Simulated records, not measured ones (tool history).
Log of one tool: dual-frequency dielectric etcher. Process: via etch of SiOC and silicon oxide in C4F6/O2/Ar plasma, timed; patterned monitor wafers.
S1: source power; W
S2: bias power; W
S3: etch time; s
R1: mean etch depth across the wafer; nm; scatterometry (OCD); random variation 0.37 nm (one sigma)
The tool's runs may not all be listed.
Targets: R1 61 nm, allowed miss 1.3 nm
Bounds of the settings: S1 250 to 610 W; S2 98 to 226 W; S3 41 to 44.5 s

run 1 day=0 | S1=430 S2=162 S3=44.5 | R1=51.321
run 2 day=0.171 | S1=430 S2=151 S3=44.5 | R1=50.402
run 3 day=0.346 | S1=480 S2=158 S3=44.5 | R1=52.637
run 4 day=0.525 | S1=520 S2=169 S3=44.5 | R1=55.952
run 5 day=0.788 | S1=520 S2=186 S3=44.5 | R1=57.888
run 6 day=0.925 | S1=520 S2=186 S3=44.5 | R1=57.066
run 7 day=1.229 | S1=540 S2=188 S3=44.5 | R1=58.265
run 8 day=1.55 | S1=550 S2=190 S3=44.5 | R1=58.647

5 next moves are on the table. One of them brings every result within its allowed miss. Which?
run A day=1.871 | S1=510 S2=199 S3=42 | R1=?
run B day=1.871 | S1=580 S2=191 S3=44.5 | R1=?
run C day=1.871 | S1=610 S2=168 S3=43 | R1=?
run D day=1.871 | S1=540 S2=181 S3=43 | R1=?
run E day=1.871 | S1=540 S2=184 S3=44.5 | R1=?

move=A R1=55.419
move=B R1=60.733
move=C R1=57.308
move=D R1=56.121
move=E R1=58.4
A: further off than the last run
B: meets every target
C: further off than the last run
D: further off than the last run
E: further off than the last run
The right move is B.
